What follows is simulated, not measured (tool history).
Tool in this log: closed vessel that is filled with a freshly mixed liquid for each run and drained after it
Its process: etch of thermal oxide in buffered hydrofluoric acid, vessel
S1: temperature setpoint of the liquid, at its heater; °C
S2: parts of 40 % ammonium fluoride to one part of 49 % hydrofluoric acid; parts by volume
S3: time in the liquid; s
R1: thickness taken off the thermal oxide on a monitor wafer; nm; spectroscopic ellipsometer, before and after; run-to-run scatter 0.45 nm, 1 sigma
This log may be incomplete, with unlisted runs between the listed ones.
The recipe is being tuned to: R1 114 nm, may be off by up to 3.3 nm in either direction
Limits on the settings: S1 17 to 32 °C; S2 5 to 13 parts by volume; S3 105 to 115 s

run	day	S1	S2	S3	R1
1	0	25	8	105	152.64
2	0.375	24	8	105	143.06
3	0.529	24	8	115	157.47
4	0.604	24	8	105	143.84
5	0.975	22.5	8	105	132.12
6	1.017	22	8	105	129.21
7	1.375	21.5	8	105	125.91
8	1.688	21	8	105	122.26
9	1.871	20.5	8	105	119.75

Pick the move, out of 4, that brings all results within their allowed miss; only one does.
A	2.054	22	9.5	115	?
B	2.054	21	8	105	?
C	2.054	20	8.5	110	?
D	2.054	20.5	8	110	?

move	R1
A	120.13
B	122
C	113.18
D	124.3
A: the biggest miss grows against the last run
B: the biggest miss grows against the last run
C: hits every target within its allowed miss
D: the biggest miss grows against the last run
Answer: C
